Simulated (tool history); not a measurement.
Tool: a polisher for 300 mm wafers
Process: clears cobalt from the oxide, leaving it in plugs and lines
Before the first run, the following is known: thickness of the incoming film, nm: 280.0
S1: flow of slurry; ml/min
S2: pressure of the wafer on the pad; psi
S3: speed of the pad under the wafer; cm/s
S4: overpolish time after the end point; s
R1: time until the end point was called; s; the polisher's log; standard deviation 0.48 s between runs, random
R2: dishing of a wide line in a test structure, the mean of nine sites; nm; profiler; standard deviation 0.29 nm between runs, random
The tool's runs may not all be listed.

run,hour,S1,S2,S3,S4,R1,R2
1,0,175,2.2,106,18,58.315,33.45
2,8.3,175,2.2,122,18,50.931,33.522
3,11,165,2.1,138,13,48.673,32.028
4,15.6,200,2,148,10,45.064,29.674
5,18.6,225,2,154,8,43.32,28.335
6,22.4,240,2,158,7,42.289,27.354
7,25.6,250,2,160,6,40.43,25.09
8,28.2,255,2.1,160,6,39.185,25.799
9,31.6,255,2.1,160,6,39.43,25.829
10,39.5,260,2.1,160,6,38.774,26.226
11,46.2,265,2.1,162,6,38.078,25.672

Estimate the outcome of run 12 from the log above:
12,47.4,265,2.1,164,6,?,?

R1: 37.934 s
R2: 26.528 nm
